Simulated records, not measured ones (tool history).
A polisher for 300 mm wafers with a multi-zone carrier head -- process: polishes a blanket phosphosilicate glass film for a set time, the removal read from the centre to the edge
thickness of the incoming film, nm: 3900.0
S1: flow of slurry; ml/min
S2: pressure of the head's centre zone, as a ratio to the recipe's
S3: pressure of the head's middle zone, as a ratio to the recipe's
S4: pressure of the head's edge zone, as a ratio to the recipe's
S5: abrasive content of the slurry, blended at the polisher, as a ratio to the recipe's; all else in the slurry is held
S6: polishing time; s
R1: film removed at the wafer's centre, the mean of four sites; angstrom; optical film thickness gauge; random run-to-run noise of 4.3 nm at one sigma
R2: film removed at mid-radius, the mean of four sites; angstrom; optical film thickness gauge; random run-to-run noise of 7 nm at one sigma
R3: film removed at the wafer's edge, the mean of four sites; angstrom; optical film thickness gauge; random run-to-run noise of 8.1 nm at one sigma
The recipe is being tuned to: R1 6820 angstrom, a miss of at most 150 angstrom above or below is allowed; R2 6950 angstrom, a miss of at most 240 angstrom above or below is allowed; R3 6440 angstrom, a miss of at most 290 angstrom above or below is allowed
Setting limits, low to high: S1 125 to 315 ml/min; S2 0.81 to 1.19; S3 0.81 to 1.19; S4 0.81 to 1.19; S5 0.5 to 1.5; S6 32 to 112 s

run 1 hour=0 | S1=205 S2=1 S3=1 S4=1 S5=1 S6=72 | R1=8131.4 R2=8340.8 R3=8308.6
run 2 hour=4.7 | S1=205 S2=1.03 S3=1 S4=1 S5=1 S6=72 | R1=8315.5 R2=8235.3 R3=8319.3
run 3 hour=6.8 | S1=240 S2=1.03 S3=1 S4=1 S5=1 S6=72 | R1=8502.9 R2=8491.6 R3=8314.7
run 4 hour=11.4 | S1=250 S2=1.02 S3=0.99 S4=0.97 S5=0.95 S6=72 | R1=8371.6 R2=8274.5 R3=7873.8
run 5 hour=19.4 | S1=245 S2=0.99 S3=0.97 S4=0.95 S5=0.9 S6=72 | R1=7813.2 R2=7855 R3=7777.9
run 6 hour=23.8 | S1=225 S2=0.99 S3=0.97 S4=0.95 S5=0.9 S6=72 | R1=7832.4 R2=7892.7 R3=7763.3
run 7 hour=28.1 | S1=230 S2=0.98 S3=0.96 S4=0.93 S5=0.85 S6=72 | R1=7645.6 R2=7645.2 R3=7628.4
run 8 hour=32.6 | S1=240 S2=0.98 S3=0.96 S4=0.91 S5=0.8 S6=72 | R1=7511.7 R2=7647.1 R3=7392.5
run 9 hour=34.7 | S1=245 S2=0.98 S3=0.95 S4=0.9 S5=0.75 S6=72 | R1=7412.1 R2=7552.4 R3=7128.4
run 10 hour=35.4 | S1=245 S2=0.98 S3=0.94 S4=0.89 S5=0.7 S6=72 | R1=7244.2 R2=7172.8 R3=6994.7
run 11 hour=41.8 | S1=245 S2=0.98 S3=0.94 S4=0.88 S5=0.7 S6=72 | R1=7293.4 R2=7162.6 R3=6886.7
run 12 hour=44.8 | S1=240 S2=0.97 S3=0.94 S4=0.87 S5=0.7 S6=72 | R1=7160.1 R2=7273.6 R3=6937.2
run 13 hour=45.3 | S1=240 S2=0.97 S3=0.94 S4=0.86 S5=0.7 S6=72 | R1=7174.1 R2=7162.8 R3=6857.9
run 14 hour=52.6 | S1=240 S2=0.97 S3=0.94 S4=0.85 S5=0.7 S6=72 | R1=7183.2 R2=7133.7 R3=6764.4
run 15 hour=57.1 | S1=235 S2=0.97 S3=0.94 S4=0.84 S5=0.7 S6=72 | R1=7104.9 R2=7214.1 R3=6906

Below are 5 possible settings for the next run. Only one of them brings all results inside the allowed miss of their targets. Which is it?
run A hour=61.6 | S1=205 S2=0.86 S3=0.9 S4=0.88 S5=0.85 S6=76 | R1=? R2=? R3=?
run B hour=61.6 | S1=150 S2=0.84 S3=0.81 S4=0.86 S5=1 S6=75 | R1=? R2=? R3=?
run C hour=61.6 | S1=165 S2=0.88 S3=0.84 S4=0.89 S5=0.9 S6=72 | R1=? R2=? R3=?
run D hour=61.6 | S1=200 S2=0.92 S3=1 S4=0.88 S5=0.65 S6=76 | R1=? R2=? R3=?
run E hour=61.6 | S1=315 S2=0.95 S3=0.94 S4=0.81 S5=0.75 S6=67 | R1=? R2=? R3=?

move=A R1=7015.9 R2=7594.3 R3=7605
move=B R1=6792.7 R2=6943.5 R3=7594.6
move=C R1=6713.4 R2=6731.2 R3=7231.6
move=D R1=6892.1 R2=7607.2 R3=6973
move=E R1=6905.6 R2=6972.3 R3=6418.2
A: misses by more than the last run did
B: brings the result that was furthest off to its target, and leaves another outside
C: brings the result that was furthest off to its target, and leaves another outside
D: brings the result that was furthest off to its target, and leaves another outside
E: in spec on every target
E meets every target.
